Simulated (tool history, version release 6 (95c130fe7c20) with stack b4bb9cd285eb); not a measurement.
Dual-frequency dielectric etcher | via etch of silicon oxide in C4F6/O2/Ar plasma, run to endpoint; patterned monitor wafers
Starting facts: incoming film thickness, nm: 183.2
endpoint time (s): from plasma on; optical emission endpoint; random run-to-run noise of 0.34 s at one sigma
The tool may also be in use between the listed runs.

Run 1, hour 0.0: bias power (kW) 0.590, source power (kW) 0.430, Ar flow (sccm) 224. Result: endpoint time (s) 34.759.
Run 2, hour 2.0: bias power (kW) 0.542, source power (kW) 0.430, Ar flow (sccm) 224. Result: endpoint time (s) 36.872.
Run 3, hour 5.5: bias power (kW) 0.542, source power (kW) 0.490, Ar flow (sccm) 224. Result: endpoint time (s) 34.603.
Run 4, hour 13.7: bias power (kW) 0.542, source power (kW) 0.490, Ar flow (sccm) 208. Result: endpoint time (s) 33.935.
Run 5, hour 14.8: bias power (kW) 0.542, source power (kW) 0.440, Ar flow (sccm) 208. Result: endpoint time (s) 35.624.
Run 6, hour 18.0: bias power (kW) 0.542, source power (kW) 0.410, Ar flow (sccm) 208. Result: endpoint time (s) 36.452.
Run 7, hour 18.5: bias power (kW) 0.511, source power (kW) 0.400, Ar flow (sccm) 209. Result: endpoint time (s) 37.372.
Run 8, hour 22.3: bias power (kW) 0.485, source power (kW) 0.390, Ar flow (sccm) 211. Result: endpoint time (s) 38.922.
Run 9, hour 23.5: bias power (kW) 0.467, source power (kW) 0.390, Ar flow (sccm) 212. Result: endpoint time (s) 39.807.
Run 10, hour 30.3: bias power (kW) 0.455, source power (kW) 0.390, Ar flow (sccm) 212. Result: endpoint time (s) 39.758.
Run 11, hour 35.8: bias power (kW) 0.441, source power (kW) 0.390, Ar flow (sccm) 212. Result: endpoint time (s) 39.946.

The next listed run, before its measurement:
Run 12, hour 37.5: bias power (kW) 0.428, source power (kW) 0.390, Ar flow (sccm) 213. Result: endpoint time (s) ?.

Run 12 produced endpoint time (s) 40.585.
